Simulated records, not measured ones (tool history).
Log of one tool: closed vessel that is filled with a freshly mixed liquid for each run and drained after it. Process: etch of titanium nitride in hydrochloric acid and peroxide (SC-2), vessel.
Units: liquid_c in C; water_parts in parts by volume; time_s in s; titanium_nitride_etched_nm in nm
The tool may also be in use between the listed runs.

run 1 hour=0 | liquid_c=64 water_parts=11 time_s=40 | titanium_nitride_etched_nm=3.9003
run 2 hour=2.1 | liquid_c=67.5 water_parts=11 time_s=40 | titanium_nitride_etched_nm=4.8474
run 3 hour=8.3 | liquid_c=67.5 water_parts=11 time_s=35 | titanium_nitride_etched_nm=4.1891
run 4 hour=11.2 | liquid_c=67.5 water_parts=7.5 time_s=35 | titanium_nitride_etched_nm=5.8102
run 5 hour=18.9 | liquid_c=67.5 water_parts=7.5 time_s=40 | titanium_nitride_etched_nm=6.6371
run 6 hour=20.8 | liquid_c=63 water_parts=8.5 time_s=40 | titanium_nitride_etched_nm=4.5043
run 7 hour=29.3 | liquid_c=63 water_parts=8.5 time_s=40 | titanium_nitride_etched_nm=4.5333

Run 8 comes next. What will it give?
run 8 hour=31.6 | liquid_c=59.5 water_parts=9 time_s=40 | titanium_nitride_etched_nm=?

titanium_nitride_etched_nm: 3.4962 nm

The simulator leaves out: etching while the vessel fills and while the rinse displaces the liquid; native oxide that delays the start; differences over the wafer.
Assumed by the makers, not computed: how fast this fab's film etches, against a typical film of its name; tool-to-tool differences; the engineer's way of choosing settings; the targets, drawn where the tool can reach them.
